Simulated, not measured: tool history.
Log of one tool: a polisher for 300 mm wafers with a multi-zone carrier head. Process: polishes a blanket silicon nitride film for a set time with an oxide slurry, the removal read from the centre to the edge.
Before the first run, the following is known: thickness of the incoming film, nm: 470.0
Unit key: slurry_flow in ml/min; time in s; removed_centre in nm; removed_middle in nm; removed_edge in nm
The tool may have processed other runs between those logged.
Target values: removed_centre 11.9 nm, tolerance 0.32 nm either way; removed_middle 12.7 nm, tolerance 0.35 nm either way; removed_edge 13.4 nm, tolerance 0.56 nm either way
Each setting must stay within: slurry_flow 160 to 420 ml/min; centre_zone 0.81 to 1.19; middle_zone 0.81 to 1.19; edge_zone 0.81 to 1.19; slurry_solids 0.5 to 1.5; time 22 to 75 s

run  hour  slurry_flow  centre_zone  middle_zone  edge_zone  slurry_solids  time  removed_centre  removed_middle  removed_edge
  1     0          270            1            1          1              1    48          21.108          20.811        21.256
  2   8.8          215            1            1          1              1    48          20.474          20.493        20.501
  3  13.9          215            1         1.05          1              1    48          20.357           21.02        20.533
  4  17.7          215            1         1.05       1.07              1    48            20.3          21.009        20.913
  5  21.2          205         0.98         1.02       1.06            0.9    46          17.853          18.179        18.175
  6  29.1          205         0.98         1.02       1.06            0.9    57          22.037          22.546         23.43
  7    38          205         0.98         1.02       1.06            0.9    57          22.145           22.53        22.551
  8  45.6          205         0.98         1.02       1.06            0.9    57           21.98           22.46         22.87
  9  46.8          200         0.95            1       1.06            0.8    55          18.838          19.049        20.242
 10  49.1          185         0.85         0.97       0.96           0.55    49          9.3411           10.21        10.357
 11  51.5          260         0.91         1.01       1.06            0.5    48          8.5288          8.8853        9.0091
 12  58.5          240         0.91         1.02       1.09           0.55    48          10.114          10.886        10.956
 13    65          240         0.91         1.02       1.09           0.55    48          10.015          10.778        11.023
 14    68          225         0.92         1.02        1.1           0.55    48          10.132          10.721        10.827
 15    73          215         0.92         1.02       1.12           0.55    48          10.069          10.681        11.179

Pick the move, out of 4, that brings all results within their allowed miss; only one does.
  A    78          160         1.08         0.81       1.18            0.5    64               ?               ?             ?
  B    78          295         1.04         1.17       1.02            0.6    44               ?               ?             ?
  C    78          185         1.09         0.83       1.18            0.5    62               ?               ?             ?
  D    78          195         0.89         0.99       1.08           0.65    46               ?               ?             ?

move  removed_centre  removed_middle  removed_edge
   A           11.77          9.1186        12.225
   B          12.267          13.139        11.806
   C          11.879          9.2849          12.1
   D          11.965           12.58        13.561
A: its largest miss is bigger than the last run's
B: moves the result that the last run missed by most past its target, out the other side
C: its largest miss is bigger than the last run's
D: every result lands within tolerance
So the answer is move D, the one that meets all the targets.

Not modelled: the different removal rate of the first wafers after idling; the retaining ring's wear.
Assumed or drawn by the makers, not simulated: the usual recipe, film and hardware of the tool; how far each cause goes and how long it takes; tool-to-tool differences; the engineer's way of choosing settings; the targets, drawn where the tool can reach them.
